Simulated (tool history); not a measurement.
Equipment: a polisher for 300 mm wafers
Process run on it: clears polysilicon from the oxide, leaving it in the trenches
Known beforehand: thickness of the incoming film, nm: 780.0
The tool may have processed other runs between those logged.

run    day  flow of slurry (ml/min)  pressure of the wafer on the pad (kPa)  speed of the pad under the wafer (cm/s)  overpolish time after the end point (s)  time until the end point was called (s)  dishing of a wide line in a test structure (nm)
  1      0                      125                                    24.1                                       84                                       26                                   51.353                                           56.626
  2  0.175                      125                                    24.1                                       68                                       26                                   63.619                                           57.116
  3  0.304                      115                                    23.4                                       68                                       22                                   65.556                                            55.77
  4  0.571                      115                                    23.4                                       60                                       22                                   74.124                                            55.83
  5  0.612                      115                                    23.4                                       60                                       12                                   73.369                                           50.706
  6  0.733                      115                                    23.4                                       60                                       15                                   72.837                                           52.839
  7  0.812                      115                                    23.4                                       60                                       17                                   75.317                                            54.01

Forecast run 8:
  8  0.967                      120                                    23.4                                       60                                       18                                        ?                                                ?

For run 8 the tool returned time until the end point was called (s) 75.131, dishing of a wide line in a test structure (nm) 54.506.
